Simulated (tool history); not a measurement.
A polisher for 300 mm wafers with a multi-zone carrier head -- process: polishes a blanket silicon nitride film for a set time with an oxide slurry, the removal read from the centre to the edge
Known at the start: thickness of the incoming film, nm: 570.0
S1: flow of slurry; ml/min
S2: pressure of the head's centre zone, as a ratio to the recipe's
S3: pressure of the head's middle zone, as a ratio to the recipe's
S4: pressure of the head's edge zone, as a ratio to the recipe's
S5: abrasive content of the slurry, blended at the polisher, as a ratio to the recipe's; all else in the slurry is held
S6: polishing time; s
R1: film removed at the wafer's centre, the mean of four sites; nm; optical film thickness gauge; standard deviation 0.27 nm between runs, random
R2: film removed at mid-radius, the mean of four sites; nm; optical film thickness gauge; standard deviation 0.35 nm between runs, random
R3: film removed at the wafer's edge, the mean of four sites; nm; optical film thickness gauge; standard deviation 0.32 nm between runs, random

run,hour,S1,S2,S3,S4,S5,S6,R1,R2,R3
1,0.0,245,1.00,1.00,1.00,1.00,35,37.587,38.828,36.755
2,5.1,240,0.98,0.98,0.99,0.95,35,36.514,37.340,35.303
3,11.6,240,0.98,0.98,1.08,0.95,35,36.758,37.356,37.786
4,18.6,235,0.96,0.96,1.07,0.90,35,35.361,36.395,36.959
# hour 20.9: edge zone pressure recalibrated
5,20.9,230,0.95,0.94,1.07,0.85,35,34.233,35.390,37.706
6,26.6,230,0.91,0.94,1.07,0.85,35,32.808,36.425,36.994

Expected results for the next run?
7,31.1,230,0.92,0.93,1.05,0.80,35,?,?,?

R1: 32.198 nm
R2: 35.001 nm
R3: 36.590 nm
